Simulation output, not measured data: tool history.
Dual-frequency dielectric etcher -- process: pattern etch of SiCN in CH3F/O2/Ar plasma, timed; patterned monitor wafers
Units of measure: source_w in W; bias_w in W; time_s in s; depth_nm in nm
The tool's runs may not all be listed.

| run | day | source_w | bias_w | time_s | depth_nm |
|---|---|---|---|---|---|
| 1 | 0.000 | 390 | 69 | 56 | 18.406 |
| 2 | 0.162 | 370 | 68 | 56 | 17.886 |
| 3 | 0.433 | 350 | 67 | 56 | 17.468 |
| 4 | 0.633 | 340 | 66 | 56 | 17.219 |
| 5 | 0.883 | 390 | 66 | 56 | 18.142 |
| 6 | 1.225 | 370 | 65 | 56 | 17.659 |
| 7 | 1.567 | 360 | 64 | 56 | 17.236 |

Expected results for the next run?
| 8 | 1.908 | 350 | 63 | 56 | ? |

depth_nm: 17.099 nm
